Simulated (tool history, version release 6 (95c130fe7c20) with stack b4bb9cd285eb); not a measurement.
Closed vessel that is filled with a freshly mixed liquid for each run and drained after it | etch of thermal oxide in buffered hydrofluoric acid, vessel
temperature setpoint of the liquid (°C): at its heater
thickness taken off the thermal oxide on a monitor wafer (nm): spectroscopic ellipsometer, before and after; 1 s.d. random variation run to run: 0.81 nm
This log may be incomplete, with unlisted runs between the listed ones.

run  hour  temperature setpoint of the liquid (°C)  parts of 40 % ammonium fluoride to one part of 49 % hydrofluoric acid (parts by volume)  time in the liquid (s)  thickness taken off the thermal oxide on a monitor wafer (nm)
  1     0                                       24                                                                                       14                      90                                                         83.344
  2   7.1                                       25                                                                                       14                      90                                                         85.647
  3   8.8                                       26                                                                                       14                      90                                                         91.728
  4  16.6                                       26                                                                                       16                      90                                                         81.084
  5  18.6                                       26                                                                                     17.5                      90                                                         74.173
  6  25.8                                     28.5                                                                                     17.5                      90                                                          83.84
  7  34.1                                       29                                                                                       17                      90                                                         88.562
  8  41.7                                     29.5                                                                                     16.5                      90                                                         94.617
  9  42.7                                       30                                                                                     16.5                      90                                                         96.602

Run 10 has not been measured yet. What should we expect?
 10  45.6                                       31                                                                                     15.5                      90                                                              ?

Run 10 measured thickness taken off the thermal oxide on a monitor wafer (nm) 107.16.
